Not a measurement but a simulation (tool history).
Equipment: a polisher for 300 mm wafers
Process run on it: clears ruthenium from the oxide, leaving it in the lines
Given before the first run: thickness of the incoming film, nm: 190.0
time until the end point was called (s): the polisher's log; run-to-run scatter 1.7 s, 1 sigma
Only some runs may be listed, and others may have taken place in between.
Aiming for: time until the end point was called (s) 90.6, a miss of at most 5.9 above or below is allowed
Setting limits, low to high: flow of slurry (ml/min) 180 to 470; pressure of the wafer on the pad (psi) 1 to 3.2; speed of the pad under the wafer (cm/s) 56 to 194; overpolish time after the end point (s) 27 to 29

| run | hour | flow of slurry (ml/min) | pressure of the wafer on the pad (psi) | speed of the pad under the wafer (cm/s) | overpolish time after the end point (s) | time until the end point was called (s) |
|---|---|---|---|---|---|---|
| 1 | 0 | 300 | 2.1 | 124 | 27 | 114.12 |
| 2 | 6.6 | 300 | 2.2 | 126 | 27 | 107.25 |
| 3 | 11.8 | 350 | 2.2 | 126 | 27 | 106.13 |
| 4 | 20.8 | 350 | 2.2 | 126 | 27 | 107.9 |
| 5 | 21.9 | 350 | 2.2 | 126 | 29 | 106.66 |
| 6 | 24.7 | 350 | 2.2 | 126 | 29 | 107.02 |
| 7 | 27.8 | 350 | 2.3 | 128 | 29 | 104.24 |
| 8 | 35.4 | 350 | 2.4 | 130 | 29 | 97.686 |

4 candidate next runs follow, results not yet known. Just one meets every target within its allowed miss. Identify it.
| A | 43 | 370 | 2.1 | 132 | 29 | ? |
| B | 43 | 325 | 2.5 | 160 | 27 | ? |
| C | 43 | 215 | 2.6 | 118 | 27 | ? |
| D | 43 | 275 | 2.4 | 144 | 29 | ? |

| move | time until the end point was called (s) |
|---|---|
| A | 104.59 |
| B | 76.214 |
| C | 104.11 |
| D | 88.774 |
A: lands further from the targets than the last run did
B: the result that was furthest off in the last run now lies on the other side of its target
C: lands further from the targets than the last run did
D: all results in spec
Move D is the one to make.
